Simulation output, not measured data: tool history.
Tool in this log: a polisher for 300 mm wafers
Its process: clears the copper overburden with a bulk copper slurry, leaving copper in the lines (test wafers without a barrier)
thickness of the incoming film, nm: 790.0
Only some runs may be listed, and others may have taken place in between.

run  hour  flow of slurry (ml/min)  pressure of the wafer on the pad (psi)  speed of the pad under the wafer (cm/s)  abrasive content of the slurry  overpolish time after the end point (s)  time until the end point was called (s)  dishing of a wide line in a test structure (nm)
  1     0                      280                                     2.6                                       90                               1                                       15                                   109.38                                           62.663
  2   0.9                      245                                     2.6                                       90                               1                                       15                                   107.77                                            61.83
  3   2.5                      245                                     2.6                                       70                               1                                       15                                   132.15                                           52.612
  4   9.2                      310                                     2.6                                       70                               1                                       15                                   132.08                                           52.857
  5  17.9                      310                                     2.6                                       70                             0.9                                       15                                   140.33                                           52.246
  6    19                      250                                     2.6                                       70                             0.9                                       15                                   144.63                                           51.912
  7  24.8                      245                                     2.6                                       70                            0.85                                       16                                   142.16                                           52.021

Predict the results of run 8:
  8  32.5                      245                                     2.4                                       70                            0.85                                       18                                        ?                                                ?

time until the end point was called (s): 160.95
dishing of a wide line in a test structure (nm): 53.93
